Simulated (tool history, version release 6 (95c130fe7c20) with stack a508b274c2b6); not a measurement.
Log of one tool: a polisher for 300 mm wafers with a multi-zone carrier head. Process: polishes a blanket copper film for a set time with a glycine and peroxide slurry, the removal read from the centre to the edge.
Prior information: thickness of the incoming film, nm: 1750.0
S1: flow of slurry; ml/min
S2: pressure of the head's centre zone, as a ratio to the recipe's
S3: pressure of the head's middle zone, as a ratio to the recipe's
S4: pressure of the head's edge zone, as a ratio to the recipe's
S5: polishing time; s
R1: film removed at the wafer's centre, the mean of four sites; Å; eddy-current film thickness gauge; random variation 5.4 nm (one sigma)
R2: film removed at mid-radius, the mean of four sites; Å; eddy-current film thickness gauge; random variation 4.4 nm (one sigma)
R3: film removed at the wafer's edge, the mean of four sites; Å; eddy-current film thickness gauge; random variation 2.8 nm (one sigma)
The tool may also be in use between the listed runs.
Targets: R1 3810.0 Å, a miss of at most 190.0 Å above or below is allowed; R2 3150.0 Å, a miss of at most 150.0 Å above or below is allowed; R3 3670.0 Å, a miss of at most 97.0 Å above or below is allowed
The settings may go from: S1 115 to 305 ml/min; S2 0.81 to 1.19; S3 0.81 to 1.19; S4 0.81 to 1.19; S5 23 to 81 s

Run 1, hour 0.0: S1 195 ml/min, S2 1.00, S3 1.00, S4 1.00, S5 52 s. Result: R1 2961.5 Å, R2 3057.6 Å, R3 3069.0 Å.
Run 2, hour 7.5: S1 160 ml/min, S2 1.00, S3 1.00, S4 1.00, S5 52 s. Result: R1 2879.1 Å, R2 2976.3 Å, R3 3014.6 Å.
Run 3, hour 15.5: S1 160 ml/min, S2 1.00, S3 1.00, S4 1.00, S5 58 s. Result: R1 3170.6 Å, R2 3423.5 Å, R3 3357.3 Å.
Run 4, hour 23.5: S1 160 ml/min, S2 1.00, S3 0.96, S4 1.00, S5 58 s. Result: R1 3129.3 Å, R2 3181.3 Å, R3 3399.1 Å.
Run 5, hour 26.8: S1 160 ml/min, S2 1.00, S3 0.96, S4 1.08, S5 58 s. Result: R1 3194.5 Å, R2 3229.5 Å, R3 3494.2 Å.
Run 6, hour 28.1: S1 115 ml/min, S2 1.00, S3 0.96, S4 1.08, S5 58 s. Result: R1 2913.1 Å, R2 2954.2 Å, R3 3259.3 Å.
Run 7, hour 35.1: S1 115 ml/min, S2 1.00, S3 0.96, S4 1.08, S5 58 s. Result: R1 2925.6 Å, R2 2958.4 Å, R3 3253.5 Å.
Run 8, hour 38.6: S1 135 ml/min, S2 1.03, S3 0.95, S4 1.08, S5 58 s. Result: R1 3113.9 Å, R2 3049.2 Å, R3 3356.5 Å.
Run 9, hour 45.6: S1 150 ml/min, S2 1.06, S3 0.93, S4 1.08, S5 58 s. Result: R1 3354.8 Å, R2 3106.7 Å, R3 3392.2 Å.
Run 10, hour 48.7: S1 160 ml/min, S2 1.07, S3 0.91, S4 1.09, S5 58 s. Result: R1 3467.9 Å, R2 3126.1 Å, R3 3495.8 Å.
Run 11, hour 51.6: S1 165 ml/min, S2 1.08, S3 0.90, S4 1.09, S5 58 s. Result: R1 3452.9 Å, R2 3040.4 Å, R3 3497.0 Å.
Run 12, hour 53.1: S1 175 ml/min, S2 1.09, S3 0.90, S4 1.09, S5 58 s. Result: R1 3477.7 Å, R2 3102.8 Å, R3 3547.9 Å.

Pick the move, out of 5, that brings all results within their allowed miss; only one does.
Run A, hour 54.6: S1 175 ml/min, S2 1.01, S3 0.89, S4 1.09, S5 55 s. Result: R1 ?, R2 ?, R3 ?.
Run B, hour 54.6: S1 170 ml/min, S2 0.91, S3 0.85, S4 1.10, S5 60 s. Result: R1 ?, R2 ?, R3 ?.
Run C, hour 54.6: S1 180 ml/min, S2 1.03, S3 0.86, S4 1.07, S5 57 s. Result: R1 ?, R2 ?, R3 ?.
Run D, hour 54.6: S1 145 ml/min, S2 0.90, S3 0.87, S4 1.12, S5 60 s. Result: R1 ?, R2 ?, R3 ?.
Run E, hour 54.6: S1 170 ml/min, S2 1.12, S3 0.86, S4 1.08, S5 61 s. Result: R1 ?, R2 ?, R3 ?.

move      R1      R2      R3
   A  3141.7  2865.3  3353.1
   B  3065.6  2994.6  3660.6
   C  3339.4  2901.2  3460.3
   D  2919.1  2951.9  3601.8
   E  3842.3  3070.7  3690.1
A: moves away from the targets compared with the last run
B: moves away from the targets compared with the last run
C: moves away from the targets compared with the last run
D: moves away from the targets compared with the last run
E: all results land within tolerance of their targets
Go with E: it meets all targets.

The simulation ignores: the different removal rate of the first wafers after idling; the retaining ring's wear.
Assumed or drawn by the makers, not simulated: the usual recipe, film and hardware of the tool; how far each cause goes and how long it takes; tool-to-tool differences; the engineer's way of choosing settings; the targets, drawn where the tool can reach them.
